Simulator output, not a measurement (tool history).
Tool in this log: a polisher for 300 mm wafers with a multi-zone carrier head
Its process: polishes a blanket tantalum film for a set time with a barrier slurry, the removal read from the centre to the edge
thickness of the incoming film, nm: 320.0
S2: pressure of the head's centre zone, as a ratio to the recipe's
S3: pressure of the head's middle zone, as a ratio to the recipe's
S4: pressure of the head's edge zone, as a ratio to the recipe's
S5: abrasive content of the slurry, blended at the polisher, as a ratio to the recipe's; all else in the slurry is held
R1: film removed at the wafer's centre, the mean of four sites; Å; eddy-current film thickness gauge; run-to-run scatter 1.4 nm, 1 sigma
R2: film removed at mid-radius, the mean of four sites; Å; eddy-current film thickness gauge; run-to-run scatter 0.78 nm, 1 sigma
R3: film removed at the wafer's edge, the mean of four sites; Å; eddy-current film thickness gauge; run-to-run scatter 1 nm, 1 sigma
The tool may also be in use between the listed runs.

Run 1, day 0: flow of slurry (ml/min) 265, S2 1, S3 1, S4 1, S5 1, polishing time (s) 58. Result: R1 1020.3 Å, R2 906 Å, R3 940.81 Å.
Run 2, day 0.171: flow of slurry (ml/min) 275, S2 0.99, S3 1.03, S4 1.05, S5 1.1, polishing time (s) 58. Result: R1 1027.1 Å, R2 957.59 Å, R3 991.86 Å.
Run 3, day 0.512: flow of slurry (ml/min) 285, S2 0.99, S3 1.05, S4 1.08, S5 1.15, polishing time (s) 58. Result: R1 1054.4 Å, R2 1000.7 Å, R3 1035.2 Å.
Run 4, day 0.629: flow of slurry (ml/min) 285, S2 0.99, S3 0.97, S4 1.08, S5 1.15, polishing time (s) 58. Result: R1 1075.5 Å, R2 924.66 Å, R3 1016.8 Å.
Run 5, day 0.783: flow of slurry (ml/min) 285, S2 0.99, S3 0.97, S4 1.08, S5 1, polishing time (s) 58. Result: R1 1025.4 Å, R2 899.04 Å, R3 987.18 Å.
Run 6, day 0.979: flow of slurry (ml/min) 300, S2 0.99, S3 1.01, S4 1.11, S5 1.05, polishing time (s) 58. Result: R1 1024.7 Å, R2 946.66 Å, R3 1004.8 Å.

Predict the results of run 7:
Run 7, day 1.217: flow of slurry (ml/min) 295, S2 0.99, S3 1.03, S4 1.12, S5 1.15, polishing time (s) 58. Result: R1 ?, R2 ?, R3 ?.

Run 7 yielded R1 1067.7 Å, R2 990.28 Å, R3 1030.4 Å.
